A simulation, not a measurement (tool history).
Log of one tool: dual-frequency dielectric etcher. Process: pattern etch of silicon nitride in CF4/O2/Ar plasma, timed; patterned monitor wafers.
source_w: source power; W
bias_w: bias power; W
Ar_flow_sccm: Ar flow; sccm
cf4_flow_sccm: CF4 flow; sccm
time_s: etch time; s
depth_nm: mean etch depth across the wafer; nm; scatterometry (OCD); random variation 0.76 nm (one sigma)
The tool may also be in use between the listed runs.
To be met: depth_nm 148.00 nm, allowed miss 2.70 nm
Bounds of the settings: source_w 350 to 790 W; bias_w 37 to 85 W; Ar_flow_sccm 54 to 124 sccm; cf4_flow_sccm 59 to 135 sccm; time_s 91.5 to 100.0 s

Run 1, hour 0.0: source_w 570 W, bias_w 61 W, Ar_flow_sccm 89 sccm, cf4_flow_sccm 97 sccm, time_s 100.0 s. Result: depth_nm 229.15 nm.
Run 2, hour 4.5: source_w 570 W, bias_w 61 W, Ar_flow_sccm 89 sccm, cf4_flow_sccm 97 sccm, time_s 91.5 s. Result: depth_nm 212.31 nm.
Run 3, hour 6.7: source_w 570 W, bias_w 61 W, Ar_flow_sccm 89 sccm, cf4_flow_sccm 97 sccm, time_s 100.0 s. Result: depth_nm 230.47 nm.
Run 4, hour 12.1: source_w 570 W, bias_w 61 W, Ar_flow_sccm 89 sccm, cf4_flow_sccm 110 sccm, time_s 100.0 s. Result: depth_nm 232.02 nm.
Run 5, hour 17.6: source_w 570 W, bias_w 61 W, Ar_flow_sccm 89 sccm, cf4_flow_sccm 124 sccm, time_s 100.0 s. Result: depth_nm 233.67 nm.
Run 6, hour 18.9: source_w 570 W, bias_w 61 W, Ar_flow_sccm 89 sccm, cf4_flow_sccm 116 sccm, time_s 100.0 s. Result: depth_nm 235.11 nm.
Run 7, hour 26.4: source_w 500 W, bias_w 55 W, Ar_flow_sccm 91 sccm, cf4_flow_sccm 114 sccm, time_s 100.0 s. Result: depth_nm 197.20 nm.
Run 8, hour 32.3: source_w 450 W, bias_w 53 W, Ar_flow_sccm 91 sccm, cf4_flow_sccm 114 sccm, time_s 100.0 s. Result: depth_nm 175.07 nm.

4 next moves are on the table. One of them brings every result within its allowed miss. Which?
Run A, hour 38.2: source_w 400 W, bias_w 52 W, Ar_flow_sccm 87 sccm, cf4_flow_sccm 102 sccm, time_s 91.5 s. Result: depth_nm ?.
Run B, hour 38.2: source_w 390 W, bias_w 57 W, Ar_flow_sccm 78 sccm, cf4_flow_sccm 112 sccm, time_s 92.5 s. Result: depth_nm ?.
Run C, hour 38.2: source_w 420 W, bias_w 41 W, Ar_flow_sccm 89 sccm, cf4_flow_sccm 115 sccm, time_s 95.5 s. Result: depth_nm ?.
Run D, hour 38.2: source_w 390 W, bias_w 54 W, Ar_flow_sccm 88 sccm, cf4_flow_sccm 111 sccm, time_s 91.5 s. Result: depth_nm ?.

move  depth_nm
   A    142.81
   B    148.70
   C    142.14
   D    142.42
A: takes the result that was furthest off past its target
B: meets every target
C: takes the result that was furthest off past its target
D: takes the result that was furthest off past its target
Answer: B

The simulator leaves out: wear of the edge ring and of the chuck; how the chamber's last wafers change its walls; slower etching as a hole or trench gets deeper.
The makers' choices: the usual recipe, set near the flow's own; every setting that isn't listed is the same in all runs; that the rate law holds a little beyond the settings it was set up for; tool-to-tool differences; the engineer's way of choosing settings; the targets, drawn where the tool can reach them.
